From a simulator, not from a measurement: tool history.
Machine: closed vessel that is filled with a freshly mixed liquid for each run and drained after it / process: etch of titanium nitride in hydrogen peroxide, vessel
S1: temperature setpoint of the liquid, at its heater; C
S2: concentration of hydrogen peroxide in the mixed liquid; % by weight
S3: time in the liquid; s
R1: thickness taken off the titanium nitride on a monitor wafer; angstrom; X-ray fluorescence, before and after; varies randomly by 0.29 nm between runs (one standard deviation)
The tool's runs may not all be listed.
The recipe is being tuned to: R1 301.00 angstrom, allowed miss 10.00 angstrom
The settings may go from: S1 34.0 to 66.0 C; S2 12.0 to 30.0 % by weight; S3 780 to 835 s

| run | hour | S1 | S2 | S3 | R1 |
|---|---|---|---|---|---|
| 1 | 0.0 | 50.0 | 21.0 | 780 | 180.06 |
| 2 | 4.6 | 51.0 | 21.0 | 780 | 192.02 |
| 3 | 9.3 | 51.0 | 21.0 | 780 | 192.95 |
| 4 | 17.1 | 52.0 | 21.0 | 780 | 205.44 |
| 5 | 19.8 | 53.0 | 21.0 | 780 | 220.00 |
| 6 | 23.7 | 53.5 | 21.0 | 780 | 228.52 |
| 7 | 28.2 | 54.0 | 21.0 | 780 | 234.49 |
| 8 | 31.1 | 54.5 | 21.0 | 780 | 247.75 |

Of the 4 settings listed for the next run, only one would bring every result within its allowed miss of target. Which one?
| A | 34.0 | 54.0 | 15.0 | 790 | ? |
| B | 34.0 | 57.5 | 21.5 | 780 | ? |
| C | 34.0 | 57.0 | 12.5 | 835 | ? |
| D | 34.0 | 51.5 | 21.0 | 835 | ? |

| move | R1 |
|---|---|
| A | 218.73 |
| B | 297.60 |
| C | 274.38 |
| D | 207.93 |
A: misses by more than the last run did
B: each result inside its tolerance
C: moves toward the targets from the last run without getting all of them in spec
D: misses by more than the last run did
So the answer is move B, the one that meets all the targets.

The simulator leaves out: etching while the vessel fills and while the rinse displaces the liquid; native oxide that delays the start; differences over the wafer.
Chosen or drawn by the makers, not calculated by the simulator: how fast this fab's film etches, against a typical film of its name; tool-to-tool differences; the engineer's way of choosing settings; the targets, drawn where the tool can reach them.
